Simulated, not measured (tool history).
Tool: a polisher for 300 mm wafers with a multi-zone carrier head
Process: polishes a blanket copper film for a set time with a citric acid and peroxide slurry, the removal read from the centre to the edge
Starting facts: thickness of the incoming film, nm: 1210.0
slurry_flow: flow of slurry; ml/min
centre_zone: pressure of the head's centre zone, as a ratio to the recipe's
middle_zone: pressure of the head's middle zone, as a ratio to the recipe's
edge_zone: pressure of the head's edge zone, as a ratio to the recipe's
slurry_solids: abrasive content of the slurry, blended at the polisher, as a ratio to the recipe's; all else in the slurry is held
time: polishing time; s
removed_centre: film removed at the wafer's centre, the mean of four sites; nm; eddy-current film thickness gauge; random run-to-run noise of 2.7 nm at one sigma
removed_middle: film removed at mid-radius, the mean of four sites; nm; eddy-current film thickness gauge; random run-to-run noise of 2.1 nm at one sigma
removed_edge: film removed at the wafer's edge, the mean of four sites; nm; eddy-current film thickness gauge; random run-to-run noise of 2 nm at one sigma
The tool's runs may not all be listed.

Run 1, hour 0: slurry_flow 200 ml/min, centre_zone 1, middle_zone 1, edge_zone 1, slurry_solids 1, time 71 s. Result: removed_centre 116.03 nm, removed_middle 117.39 nm, removed_edge 115.35 nm.
Run 2, hour 0.7: slurry_flow 170 ml/min, centre_zone 1, middle_zone 1, edge_zone 1, slurry_solids 1, time 71 s. Result: removed_centre 109.81 nm, removed_middle 116.06 nm, removed_edge 111.8 nm.
Run 3, hour 8.4: slurry_flow 170 ml/min, centre_zone 1.07, middle_zone 1, edge_zone 1, slurry_solids 1, time 71 s. Result: removed_centre 120.96 nm, removed_middle 113.55 nm, removed_edge 110.64 nm.
Run 4, hour 17.4: slurry_flow 185 ml/min, centre_zone 1.09, middle_zone 1.04, edge_zone 1, slurry_solids 1.1, time 74 s. Result: removed_centre 134.37 nm, removed_middle 126.86 nm, removed_edge 122.2 nm.
Run 5, hour 20.5: slurry_flow 185 ml/min, centre_zone 1.09, middle_zone 1.04, edge_zone 1, slurry_solids 1.1, time 66 s. Result: removed_centre 118.54 nm, removed_middle 110.93 nm, removed_edge 107.43 nm.
Run 6, hour 28.4: slurry_flow 230 ml/min, centre_zone 1.09, middle_zone 1.04, edge_zone 1, slurry_solids 1.1, time 66 s. Result: removed_centre 123.22 nm, removed_middle 118.06 nm, removed_edge 111.44 nm.
At hour 36.6: worn pad replaced by a new one.
Run 7, hour 36.6: slurry_flow 275 ml/min, centre_zone 1.19, middle_zone 1.11, edge_zone 0.96, slurry_solids 1.35, time 84 s. Result: removed_centre 202.79 nm, removed_middle 187.63 nm, removed_edge 162.95 nm.

Forecast run 8:
Run 8, hour 37.2: slurry_flow 265 ml/min, centre_zone 1.19, middle_zone 1.11, edge_zone 0.95, slurry_solids 1.35, time 84 s. Result: removed_centre ?, removed_middle ?, removed_edge ?.

Run 8 yielded removed_centre 195.6 nm, removed_middle 183.19 nm, removed_edge 160.09 nm.
